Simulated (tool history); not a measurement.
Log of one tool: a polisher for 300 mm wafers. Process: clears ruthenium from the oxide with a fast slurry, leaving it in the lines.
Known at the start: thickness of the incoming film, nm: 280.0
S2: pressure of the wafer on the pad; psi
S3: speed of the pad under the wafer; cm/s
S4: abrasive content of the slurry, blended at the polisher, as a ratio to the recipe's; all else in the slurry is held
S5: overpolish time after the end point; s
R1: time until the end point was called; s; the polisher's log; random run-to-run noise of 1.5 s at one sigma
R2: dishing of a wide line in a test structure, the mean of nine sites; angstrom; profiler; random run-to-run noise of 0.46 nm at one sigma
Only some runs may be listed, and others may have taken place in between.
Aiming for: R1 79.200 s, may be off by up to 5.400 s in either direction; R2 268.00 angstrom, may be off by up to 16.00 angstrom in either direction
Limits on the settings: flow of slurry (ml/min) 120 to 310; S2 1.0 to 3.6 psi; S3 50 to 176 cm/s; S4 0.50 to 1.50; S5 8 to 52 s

Run 1, hour 0.0: flow of slurry (ml/min) 200, S2 2.3 psi, S3 112 cm/s, S4 1.00, S5 26 s. Result: R1 84.131 s, R2 607.87 angstrom.
Run 2, hour 6.6: flow of slurry (ml/min) 200, S2 2.2 psi, S3 112 cm/s, S4 1.00, S5 22 s. Result: R1 86.863 s, R2 529.61 angstrom.
Run 3, hour 9.2: flow of slurry (ml/min) 200, S2 1.8 psi, S3 112 cm/s, S4 1.00, S5 22 s. Result: R1 106.380 s, R2 456.35 angstrom.
Run 4, hour 13.3: flow of slurry (ml/min) 200, S2 2.0 psi, S3 104 cm/s, S4 1.00, S5 19 s. Result: R1 101.690 s, R2 396.66 angstrom.
Run 5, hour 21.2: flow of slurry (ml/min) 210, S2 2.1 psi, S3 96 cm/s, S4 1.10, S5 16 s. Result: R1 98.103 s, R2 361.49 angstrom.
Run 6, hour 26.3: flow of slurry (ml/min) 170, S2 2.1 psi, S3 96 cm/s, S4 1.10, S5 16 s. Result: R1 102.160 s, R2 356.79 angstrom.
Run 7, hour 30.1: flow of slurry (ml/min) 200, S2 2.2 psi, S3 88 cm/s, S4 1.20, S5 14 s. Result: R1 100.110 s, R2 317.81 angstrom.
Run 8, hour 37.4: flow of slurry (ml/min) 215, S2 2.3 psi, S3 86 cm/s, S4 1.25, S5 13 s. Result: R1 95.420 s, R2 308.08 angstrom.
Run 9, hour 45.4: flow of slurry (ml/min) 220, S2 2.4 psi, S3 84 cm/s, S4 1.30, S5 12 s. Result: R1 96.063 s, R2 297.24 angstrom.
Run 10, hour 47.9: flow of slurry (ml/min) 235, S2 2.6 psi, S3 82 cm/s, S4 1.35, S5 11 s. Result: R1 88.907 s, R2 291.75 angstrom.
Run 11, hour 50.1: flow of slurry (ml/min) 290, S2 2.9 psi, S3 76 cm/s, S4 1.50, S5 8 s. Result: R1 81.766 s, R2 238.77 angstrom.
Run 12, hour 58.3: flow of slurry (ml/min) 285, S2 2.9 psi, S3 76 cm/s, S4 1.50, S5 8 s. Result: R1 80.155 s, R2 239.42 angstrom.
Run 13, hour 60.3: flow of slurry (ml/min) 285, S2 2.9 psi, S3 76 cm/s, S4 1.50, S5 12 s. Result: R1 82.687 s, R2 348.30 angstrom.
Run 14, hour 63.8: flow of slurry (ml/min) 285, S2 2.9 psi, S3 78 cm/s, S4 1.45, S5 11 s. Result: R1 79.356 s, R2 317.57 angstrom.
Run 15, hour 67.0: flow of slurry (ml/min) 280, S2 2.9 psi, S3 80 cm/s, S4 1.30, S5 8 s. Result: R1 80.367 s, R2 240.12 angstrom.
Run 16, hour 71.9: flow of slurry (ml/min) 280, S2 2.9 psi, S3 80 cm/s, S4 1.30, S5 8 s. Result: R1 79.465 s, R2 240.48 angstrom.
Run 17, hour 80.4: flow of slurry (ml/min) 275, S2 2.9 psi, S3 80 cm/s, S4 1.30, S5 8 s. Result: R1 79.333 s, R2 232.52 angstrom.
Run 18, hour 85.5: flow of slurry (ml/min) 275, S2 2.9 psi, S3 82 cm/s, S4 1.35, S5 8 s. Result: R1 77.261 s, R2 245.67 angstrom.

Next run, 4 choices. One meets every target within its allowed miss, the rest don't. Which?
Run A, hour 90.6: flow of slurry (ml/min) 285, S2 2.9 psi, S3 74 cm/s, S4 1.40, S5 11 s. Result: R1 ?, R2 ?.
Run B, hour 90.6: flow of slurry (ml/min) 310, S2 2.2 psi, S3 98 cm/s, S4 1.50, S5 8 s. Result: R1 ?, R2 ?.
Run C, hour 90.6: flow of slurry (ml/min) 215, S2 2.9 psi, S3 96 cm/s, S4 1.50, S5 8 s. Result: R1 ?, R2 ?.
Run D, hour 90.6: flow of slurry (ml/min) 265, S2 3.2 psi, S3 74 cm/s, S4 1.25, S5 9 s. Result: R1 ?, R2 ?.

move      R1      R2
   A  82.746  297.85
   B  79.956  229.45
   C  64.403  280.03
   D  79.190  258.13
A: takes the biggest miss from the last run beyond its target
B: further off than the last run
C: the worst result of the last run now meets its target, but another is out of spec
D: all results land within tolerance of their targets
The right move is D.

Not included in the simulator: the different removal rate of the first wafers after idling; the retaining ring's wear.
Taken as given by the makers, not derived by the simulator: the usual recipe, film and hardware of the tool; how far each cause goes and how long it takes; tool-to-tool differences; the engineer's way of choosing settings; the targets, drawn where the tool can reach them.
